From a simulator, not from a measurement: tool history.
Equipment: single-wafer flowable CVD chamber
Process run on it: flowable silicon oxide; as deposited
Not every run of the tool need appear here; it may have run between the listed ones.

run	hour	heater temperature setpoint (deg C)	chamber pressure (mTorr)	RF power (kW)	deposition time (s)	mean film thickness on the monitor wafer (Å)
1	0	95	926	2.12	309	2748.4
2	3.9	97	925	2.12	309	2567.4
3	5.3	98	925	2.12	309	2517.9
4	12.4	99	925	2.12	309	2437.9
5	13.3	99	925	2.12	309	2430.5
# hour 18.3: capacitance manometer re-zeroed and calibrated
6	18.3	99	925	2.12	293	2418.1

What will run 7 give?
7	26.8	100	925	2.12	293	?

{"run 7": {"mean film thickness on the monitor wafer (Å)": 2360.1}}

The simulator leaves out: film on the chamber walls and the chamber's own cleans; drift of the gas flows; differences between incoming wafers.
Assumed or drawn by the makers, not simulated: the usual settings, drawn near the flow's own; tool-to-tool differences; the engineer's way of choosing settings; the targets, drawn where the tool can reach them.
